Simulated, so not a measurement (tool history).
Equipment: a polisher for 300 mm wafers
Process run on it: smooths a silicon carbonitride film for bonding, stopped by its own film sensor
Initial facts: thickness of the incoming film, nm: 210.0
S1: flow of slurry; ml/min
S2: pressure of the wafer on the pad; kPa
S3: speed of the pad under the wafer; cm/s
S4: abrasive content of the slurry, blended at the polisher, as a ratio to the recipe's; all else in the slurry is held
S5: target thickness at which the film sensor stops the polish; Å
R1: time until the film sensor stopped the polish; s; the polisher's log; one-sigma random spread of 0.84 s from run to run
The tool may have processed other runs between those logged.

run 1 hour=0.0 | S1=205 S2=18.6 S3=78 S4=1.0 S5=1830 | R1=95.440
run 2 hour=3.7 | S1=205 S2=20.7 S3=80 S4=1.0 S5=1830 | R1=84.055
run 3 hour=12.3 | S1=205 S2=22.1 S3=80 S4=1.0 S5=1830 | R1=81.767
run 4 hour=13.2 | S1=205 S2=23.4 S3=84 S4=1.0 S5=1830 | R1=72.961
run 5 hour=18.4 | S1=205 S2=23.4 S3=84 S4=1.0 S5=1830 | R1=74.929
run 6 hour=25.3 | S1=205 S2=24.1 S3=88 S4=1.0 S5=1830 | R1=70.055

What will run 7 give?
run 7 hour=30.3 | S1=205 S2=24.8 S3=90 S4=1.0 S5=1830 | R1=?

{"run 7": {"R1": 66.816}}
